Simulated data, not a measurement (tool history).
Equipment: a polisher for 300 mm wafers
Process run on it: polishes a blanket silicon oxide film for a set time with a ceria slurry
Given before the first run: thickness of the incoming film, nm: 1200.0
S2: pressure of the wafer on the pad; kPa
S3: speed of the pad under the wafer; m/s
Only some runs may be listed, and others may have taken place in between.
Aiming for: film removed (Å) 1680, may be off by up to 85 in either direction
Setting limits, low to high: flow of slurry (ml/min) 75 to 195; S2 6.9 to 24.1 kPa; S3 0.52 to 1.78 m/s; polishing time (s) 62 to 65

{"run": 1, "day": 0.0, "flow of slurry (ml/min)": 125, "S2": 15.2, "S3": 1.14, "polishing time (s)": 62, "film removed (Å)": 2244.9}
{"run": 2, "day": 0.3, "flow of slurry (ml/min)": 125, "S2": 14.5, "S3": 1.14, "polishing time (s)": 62, "film removed (Å)": 2171.5}
{"run": 3, "day": 0.558, "flow of slurry (ml/min)": 125, "S2": 13.8, "S3": 1.14, "polishing time (s)": 62, "film removed (Å)": 2008.4}
{"run": 4, "day": 0.808, "flow of slurry (ml/min)": 125, "S2": 17.9, "S3": 1.14, "polishing time (s)": 62, "film removed (Å)": 2596.1}
{"run": 5, "day": 1.162, "flow of slurry (ml/min)": 125, "S2": 15.9, "S3": 1.12, "polishing time (s)": 62, "film removed (Å)": 2317.1}
{"run": 6, "day": 1.3, "flow of slurry (ml/min)": 125, "S2": 15.9, "S3": 1.26, "polishing time (s)": 62, "film removed (Å)": 2438.6}
{"run": 7, "day": 1.608, "flow of slurry (ml/min)": 125, "S2": 14.5, "S3": 1.24, "polishing time (s)": 62, "film removed (Å)": 2223.2}
{"run": 8, "day": 1.9, "flow of slurry (ml/min)": 125, "S2": 13.1, "S3": 1.22, "polishing time (s)": 62, "film removed (Å)": 2057.1}

Which single option among these 4 for the next run brings every result within its allowed miss of target? Just one does.
{"run": "A", "day": 2.192, "flow of slurry (ml/min)": 110, "S2": 13.8, "S3": 1.2, "polishing time (s)": 65, "film removed (Å)": "?"}
{"run": "B", "day": 2.192, "flow of slurry (ml/min)": 135, "S2": 15.9, "S3": 1.22, "polishing time (s)": 64, "film removed (Å)": "?"}
{"run": "C", "day": 2.192, "flow of slurry (ml/min)": 135, "S2": 11.7, "S3": 1.02, "polishing time (s)": 62, "film removed (Å)": "?"}
{"run": "D", "day": 2.192, "flow of slurry (ml/min)": 140, "S2": 12.4, "S3": 1.1, "polishing time (s)": 62, "film removed (Å)": "?"}

move=A film_removed_(Å)=2115.2
move=B film_removed_(Å)=2470.9
move=C film_removed_(Å)=1666.7
move=D film_removed_(Å)=1843.9
A: misses by more than the last run did
B: misses by more than the last run did
C: all results in spec
D: an improvement on the last run, though not all results are within tolerance
Go with C: it meets all targets.

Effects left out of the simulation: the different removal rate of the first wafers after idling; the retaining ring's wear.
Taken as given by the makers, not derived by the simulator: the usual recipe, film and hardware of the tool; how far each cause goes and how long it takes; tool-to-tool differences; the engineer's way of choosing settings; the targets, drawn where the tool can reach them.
